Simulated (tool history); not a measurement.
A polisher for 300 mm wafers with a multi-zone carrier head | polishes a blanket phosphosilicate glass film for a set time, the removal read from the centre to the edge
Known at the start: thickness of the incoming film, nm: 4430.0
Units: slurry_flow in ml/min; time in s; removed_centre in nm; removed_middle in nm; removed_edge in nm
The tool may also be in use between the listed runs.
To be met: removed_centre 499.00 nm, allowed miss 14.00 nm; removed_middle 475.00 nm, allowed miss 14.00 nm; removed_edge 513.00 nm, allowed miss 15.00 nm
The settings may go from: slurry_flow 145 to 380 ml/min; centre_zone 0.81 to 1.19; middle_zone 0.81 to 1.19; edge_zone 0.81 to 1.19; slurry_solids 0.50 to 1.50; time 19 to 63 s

{"run": 1, "hour": 0.0, "slurry_flow": 245, "centre_zone": 1.0, "middle_zone": 1.0, "edge_zone": 1.0, "slurry_solids": 1.0, "time": 41, "removed_centre": 383.46, "removed_middle": 395.16, "removed_edge": 389.47}
{"run": 2, "hour": 5.9, "slurry_flow": 250, "centre_zone": 1.01, "middle_zone": 1.0, "edge_zone": 1.02, "slurry_solids": 1.05, "time": 41, "removed_centre": 395.87, "removed_middle": 397.78, "removed_edge": 405.45}
{"run": 3, "hour": 11.7, "slurry_flow": 285, "centre_zone": 1.01, "middle_zone": 1.0, "edge_zone": 1.02, "slurry_solids": 1.05, "time": 41, "removed_centre": 395.15, "removed_middle": 407.73, "removed_edge": 415.61}
{"run": 4, "hour": 20.0, "slurry_flow": 255, "centre_zone": 1.01, "middle_zone": 1.0, "edge_zone": 1.02, "slurry_solids": 1.05, "time": 41, "removed_centre": 389.05, "removed_middle": 400.81, "removed_edge": 407.85}
{"run": 5, "hour": 21.3, "slurry_flow": 255, "centre_zone": 1.01, "middle_zone": 1.0, "edge_zone": 1.06, "slurry_solids": 1.05, "time": 41, "removed_centre": 398.53, "removed_middle": 396.33, "removed_edge": 415.18}
{"run": 6, "hour": 24.3, "slurry_flow": 265, "centre_zone": 1.02, "middle_zone": 1.01, "edge_zone": 1.08, "slurry_solids": 1.1, "time": 41, "removed_centre": 401.02, "removed_middle": 416.41, "removed_edge": 432.4}
{"run": 7, "hour": 30.7, "slurry_flow": 270, "centre_zone": 1.04, "middle_zone": 1.01, "edge_zone": 1.09, "slurry_solids": 1.15, "time": 41, "removed_centre": 417.93, "removed_middle": 415.95, "removed_edge": 435.86}
{"run": 8, "hour": 39.4, "slurry_flow": 275, "centre_zone": 1.05, "middle_zone": 1.01, "edge_zone": 1.1, "slurry_solids": 1.2, "time": 41, "removed_centre": 430.48, "removed_middle": 424.39, "removed_edge": 450.44}
{"run": 9, "hour": 40.4, "slurry_flow": 280, "centre_zone": 1.06, "middle_zone": 1.02, "edge_zone": 1.11, "slurry_solids": 1.25, "time": 41, "removed_centre": 436.9, "removed_middle": 436.12, "removed_edge": 446.07}
{"run": 10, "hour": 45.4, "slurry_flow": 285, "centre_zone": 1.06, "middle_zone": 1.02, "edge_zone": 1.12, "slurry_solids": 1.3, "time": 41, "removed_centre": 439.19, "removed_middle": 436.42, "removed_edge": 464.73}
{"run": 11, "hour": 48.1, "slurry_flow": 290, "centre_zone": 1.07, "middle_zone": 1.02, "edge_zone": 1.13, "slurry_solids": 1.35, "time": 41, "removed_centre": 454.13, "removed_middle": 443.65, "removed_edge": 473.47}
{"run": 12, "hour": 56.6, "slurry_flow": 295, "centre_zone": 1.08, "middle_zone": 1.02, "edge_zone": 1.14, "slurry_solids": 1.35, "time": 41, "removed_centre": 455.46, "removed_middle": 447.73, "removed_edge": 470.8}

5 next moves are on the table. One of them brings every result within its allowed miss. Which?
{"run": "A", "hour": 65.1, "slurry_flow": 270, "centre_zone": 1.1, "middle_zone": 1.02, "edge_zone": 1.18, "slurry_solids": 1.45, "time": 43, "removed_centre": "?", "removed_middle": "?", "removed_edge": "?"}
{"run": "B", "hour": 65.1, "slurry_flow": 335, "centre_zone": 0.96, "middle_zone": 1.04, "edge_zone": 1.15, "slurry_solids": 1.0, "time": 42, "removed_centre": "?", "removed_middle": "?", "removed_edge": "?"}
{"run": "C", "hour": 65.1, "slurry_flow": 305, "centre_zone": 1.04, "middle_zone": 0.87, "edge_zone": 1.19, "slurry_solids": 1.25, "time": 45, "removed_centre": "?", "removed_middle": "?", "removed_edge": "?"}
{"run": "D", "hour": 65.1, "slurry_flow": 270, "centre_zone": 0.86, "middle_zone": 0.97, "edge_zone": 1.19, "slurry_solids": 1.5, "time": 46, "removed_centre": "?", "removed_middle": "?", "removed_edge": "?"}
{"run": "E", "hour": 65.1, "slurry_flow": 275, "centre_zone": 1.11, "middle_zone": 1.01, "edge_zone": 1.09, "slurry_solids": 1.3, "time": 43, "removed_centre": "?", "removed_middle": "?", "removed_edge": "?"}

move=A removed_centre=494.14 removed_middle=475.00 removed_edge=516.43
move=B removed_centre=393.65 removed_middle=429.75 removed_edge=450.87
move=C removed_centre=477.70 removed_middle=421.21 removed_edge=524.77
move=D removed_centre=436.29 removed_middle=492.46 removed_edge=560.87
move=E removed_centre=482.76 removed_middle=456.70 removed_edge=480.69
A: meets every target
B: further off than the last run
C: further off than the last run
D: further off than the last run
E: nearer than the last run, and not there yet
Answer: A
